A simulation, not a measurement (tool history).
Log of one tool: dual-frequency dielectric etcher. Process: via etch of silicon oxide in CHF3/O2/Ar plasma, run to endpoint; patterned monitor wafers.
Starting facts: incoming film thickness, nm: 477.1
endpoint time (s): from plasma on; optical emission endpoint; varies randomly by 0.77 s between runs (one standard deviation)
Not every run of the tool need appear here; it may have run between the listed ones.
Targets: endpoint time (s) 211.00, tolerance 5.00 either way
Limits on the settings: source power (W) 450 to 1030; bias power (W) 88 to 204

run 1 hour=0.0 | source_power_(W)=740 bias_power_(W)=146 | endpoint_time_(s)=238.40
run 2 hour=1.2 | source_power_(W)=660 bias_power_(W)=146 | endpoint_time_(s)=253.65
run 3 hour=7.3 | source_power_(W)=720 bias_power_(W)=148 | endpoint_time_(s)=241.08
run 4 hour=8.5 | source_power_(W)=790 bias_power_(W)=148 | endpoint_time_(s)=231.71
run 5 hour=15.3 | source_power_(W)=790 bias_power_(W)=128 | endpoint_time_(s)=243.80
run 6 hour=22.6 | source_power_(W)=700 bias_power_(W)=128 | endpoint_time_(s)=258.49
run 7 hour=24.3 | source_power_(W)=760 bias_power_(W)=131 | endpoint_time_(s)=247.02
run 8 hour=29.9 | source_power_(W)=760 bias_power_(W)=131 | endpoint_time_(s)=246.36
run 9 hour=35.7 | source_power_(W)=810 bias_power_(W)=133 | endpoint_time_(s)=238.42
run 10 hour=44.6 | source_power_(W)=850 bias_power_(W)=135 | endpoint_time_(s)=230.11
run 11 hour=49.4 | source_power_(W)=880 bias_power_(W)=136 | endpoint_time_(s)=226.62
run 12 hour=54.8 | source_power_(W)=900 bias_power_(W)=137 | endpoint_time_(s)=223.75
run 13 hour=60.2 | source_power_(W)=920 bias_power_(W)=138 | endpoint_time_(s)=220.36
run 14 hour=67.8 | source_power_(W)=930 bias_power_(W)=139 | endpoint_time_(s)=217.90
run 15 hour=73.3 | source_power_(W)=940 bias_power_(W)=140 | endpoint_time_(s)=217.48

Of the 5 settings listed for the next run, only one would bring every result within its allowed miss of target. Which one?
run A hour=78.8 | source_power_(W)=900 bias_power_(W)=158 | endpoint_time_(s)=?
run B hour=78.8 | source_power_(W)=990 bias_power_(W)=166 | endpoint_time_(s)=?
run C hour=78.8 | source_power_(W)=950 bias_power_(W)=133 | endpoint_time_(s)=?
run D hour=78.8 | source_power_(W)=900 bias_power_(W)=174 | endpoint_time_(s)=?
run E hour=78.8 | source_power_(W)=1030 bias_power_(W)=124 | endpoint_time_(s)=?

move=A endpoint_time_(s)=210.29
move=B endpoint_time_(s)=197.17
move=C endpoint_time_(s)=219.63
move=D endpoint_time_(s)=202.28
move=E endpoint_time_(s)=217.34
A: hits every target within its allowed miss
B: takes the result that was furthest off past its target
C: moves away from the targets compared with the last run
D: takes the result that was furthest off past its target
E: just as far off the targets as the last run
The right move is A.
